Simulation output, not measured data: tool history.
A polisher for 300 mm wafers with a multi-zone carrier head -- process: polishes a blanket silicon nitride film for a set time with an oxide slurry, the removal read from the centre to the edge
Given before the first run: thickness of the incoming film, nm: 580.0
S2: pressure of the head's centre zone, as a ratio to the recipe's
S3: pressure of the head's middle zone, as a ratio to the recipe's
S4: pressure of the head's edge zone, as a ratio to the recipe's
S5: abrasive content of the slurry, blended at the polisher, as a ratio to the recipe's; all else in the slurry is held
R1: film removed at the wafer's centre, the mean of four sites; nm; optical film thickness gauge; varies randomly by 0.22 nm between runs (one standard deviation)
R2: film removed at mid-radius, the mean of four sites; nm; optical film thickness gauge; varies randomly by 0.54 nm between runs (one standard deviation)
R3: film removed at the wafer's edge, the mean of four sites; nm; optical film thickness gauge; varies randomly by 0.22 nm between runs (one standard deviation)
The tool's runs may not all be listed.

run 1 hour=0 | flow_of_slurry_(ml/min)=220 S2=1 S3=1 S4=1 S5=1 polishing_time_(s)=80 | R1=60.263 R2=58.856 R3=58.81
run 2 hour=7.4 | flow_of_slurry_(ml/min)=210 S2=0.97 S3=0.98 S4=0.97 S5=0.9 polishing_time_(s)=77 | R1=51.959 R2=52.256 R3=51.923
run 3 hour=16.4 | flow_of_slurry_(ml/min)=210 S2=0.97 S3=0.98 S4=0.93 S5=0.9 polishing_time_(s)=77 | R1=52.375 R2=51.747 R3=50.372
run 4 hour=25.1 | flow_of_slurry_(ml/min)=210 S2=0.97 S3=0.98 S4=0.93 S5=0.9 polishing_time_(s)=58 | R1=39.32 R2=38.508 R3=38.228
run 5 hour=27.3 | flow_of_slurry_(ml/min)=200 S2=0.95 S3=0.98 S4=0.92 S5=0.9 polishing_time_(s)=58 | R1=37.906 R2=39.485 R3=37.664
run 6 hour=31.6 | flow_of_slurry_(ml/min)=190 S2=0.94 S3=0.96 S4=0.92 S5=0.9 polishing_time_(s)=58 | R1=37.682 R2=38.533 R3=37.545
run 7 hour=35.4 | flow_of_slurry_(ml/min)=190 S2=0.94 S3=0.96 S4=0.92 S5=0.9 polishing_time_(s)=58 | R1=37.616 R2=38.264 R3=37.612

Expected results for the next run?
run 8 hour=37.6 | flow_of_slurry_(ml/min)=185 S2=0.93 S3=0.95 S4=0.91 S5=0.9 polishing_time_(s)=58 | R1=? R2=? R3=?

{"run 8": {"R1": 36.805, "R2": 37.889, "R3": 37.619}}
